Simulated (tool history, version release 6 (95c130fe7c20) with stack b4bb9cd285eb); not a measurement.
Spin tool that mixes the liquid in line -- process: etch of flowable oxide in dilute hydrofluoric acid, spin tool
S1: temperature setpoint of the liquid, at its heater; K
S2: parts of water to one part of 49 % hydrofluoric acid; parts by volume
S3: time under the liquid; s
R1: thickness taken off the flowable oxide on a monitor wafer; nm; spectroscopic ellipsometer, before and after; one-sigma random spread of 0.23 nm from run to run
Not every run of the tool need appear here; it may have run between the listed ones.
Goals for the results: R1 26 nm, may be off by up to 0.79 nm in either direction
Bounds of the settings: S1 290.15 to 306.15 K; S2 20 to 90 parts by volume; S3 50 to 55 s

run	hour	S1	S2	S3	R1
1	0	298.15	50	50	47.193
2	2.5	298.15	35	50	69.132
3	4.2	301.65	35	50	78.983
4	5.2	298.65	45	50	54.153
5	10.7	298.65	60	50	39.016
6	16.3	302.15	60	50	45.015
7	19.2	299.15	60	50	39.948
8	20	295.15	65	50	30.991

Exercise: of the 4 proposed moves below, exactly one satisfies all targets within the stated allowed misses. Which move is it?
A	20.8	294.15	55	55	?
B	20.8	294.65	70	50	?
C	20.8	294.15	70	50	?
D	20.8	294.65	75	50	?

move	R1
A	39.632
B	28.381
C	27.799
D	26.329
A: moves away from the targets compared with the last run
B: closes in on the targets versus the last run, not all within tolerance yet
C: closes in on the targets versus the last run, not all within tolerance yet
D: meets every target
Move D is the one to make.
